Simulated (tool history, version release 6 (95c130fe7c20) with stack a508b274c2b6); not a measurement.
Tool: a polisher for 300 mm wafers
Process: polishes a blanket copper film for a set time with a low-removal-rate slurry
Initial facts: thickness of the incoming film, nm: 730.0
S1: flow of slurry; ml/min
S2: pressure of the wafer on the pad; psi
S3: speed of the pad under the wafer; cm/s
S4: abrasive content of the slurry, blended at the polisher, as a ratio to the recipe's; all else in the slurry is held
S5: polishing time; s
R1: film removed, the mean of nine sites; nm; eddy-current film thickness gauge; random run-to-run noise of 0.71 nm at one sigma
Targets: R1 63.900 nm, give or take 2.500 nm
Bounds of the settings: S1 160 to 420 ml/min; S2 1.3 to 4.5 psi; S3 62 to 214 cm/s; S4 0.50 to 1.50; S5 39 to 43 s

run	hour	S1	S2	S3	S4	S5	R1
1	0.0	270	2.9	138	1.00	43	126.100
2	3.1	270	2.9	138	1.00	43	124.420
3	6.9	270	2.5	134	1.00	43	104.810
4	9.9	270	2.2	132	1.00	43	91.636
5	16.5	270	2.2	132	0.90	43	89.252
6	22.7	310	2.2	132	0.90	43	87.664
7	30.6	310	1.4	130	0.90	43	57.484
8	37.7	310	1.7	130	0.90	43	69.948
# hour 39.7: slurry blender recalibrated
9	39.7	310	1.6	130	0.90	43	75.539
10	46.4	310	1.6	130	0.90	43	76.135
11	51.0	310	1.3	118	0.90	43	56.319
12	55.6	310	1.4	118	0.90	43	60.340
13	60.3	310	1.6	118	0.90	43	68.499
14	68.8	305	1.6	118	0.90	43	68.310

Pick the move, out of 5, that brings all results within their allowed miss; only one does.
A	77.3	260	1.7	116	0.95	43	?
B	77.3	270	1.9	110	0.95	40	?
C	77.3	320	2.2	98	0.75	43	?
D	77.3	320	1.6	114	0.90	41	?
E	77.3	300	2.0	112	0.85	39	?

move	R1
A	69.885
B	68.960
C	71.598
D	62.072
E	69.989
A: moves away from the targets compared with the last run
B: moves away from the targets compared with the last run
C: moves away from the targets compared with the last run
D: hits every target within its allowed miss
E: moves away from the targets compared with the last run
D is the move that brings every result within its allowed miss.

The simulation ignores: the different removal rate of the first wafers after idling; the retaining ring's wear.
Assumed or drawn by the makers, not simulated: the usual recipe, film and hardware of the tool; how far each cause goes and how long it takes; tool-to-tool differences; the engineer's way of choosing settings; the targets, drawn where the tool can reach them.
